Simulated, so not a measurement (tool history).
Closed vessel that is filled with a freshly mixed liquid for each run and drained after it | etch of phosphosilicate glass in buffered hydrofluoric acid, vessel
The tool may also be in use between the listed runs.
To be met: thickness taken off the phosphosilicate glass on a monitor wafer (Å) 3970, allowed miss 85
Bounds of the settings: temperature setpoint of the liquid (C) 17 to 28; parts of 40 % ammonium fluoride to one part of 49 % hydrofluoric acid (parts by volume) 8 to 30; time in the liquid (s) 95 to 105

run  hour  temperature setpoint of the liquid (C)  parts of 40 % ammonium fluoride to one part of 49 % hydrofluoric acid (parts by volume)  time in the liquid (s)  thickness taken off the phosphosilicate glass on a monitor wafer (Å)
  1     0                                      20                                                                                     21.5                      95                                                                  1886
  2     4                                      20                                                                                     21.5                      95                                                                1876.9
  3   8.7                                      20                                                                                     17.5                      95                                                                2237.6
  4  11.1                                      20                                                                                     13.5                      95                                                                2926.5
  5  11.7                                    21.5                                                                                     13.5                      95                                                                3110.1
  6  20.2                                    22.5                                                                                     13.5                      95                                                                3370.5
  7  28.4                                      23                                                                                     13.5                      95                                                                3450.7
  8  33.2                                    23.5                                                                                     13.5                      95                                                                3491.8

5 next moves are on the table. One of them brings every result within its allowed miss. Which?
  A    38                                    24.5                                                                                       14                     100                                                                     ?
  B    38                                      26                                                                                     14.5                     100                                                                     ?
  C    38                                      23                                                                                     11.5                     100                                                                     ?
  D    38                                    22.5                                                                                     14.5                     100                                                                     ?
  E    38                                      23                                                                                       15                     105                                                                     ?

move  thickness taken off the phosphosilicate glass on a monitor wafer (Å)
   A                                                                3761.2
   B                                                                3941.5
   C                                                                4200.8
   D                                                                3256.7
   E                                                                3399.8
A: nearer than the last run, and not there yet
B: meets every target
C: takes the result that was furthest off past its target
D: further off than the last run
E: further off than the last run
Move B is the one to make.
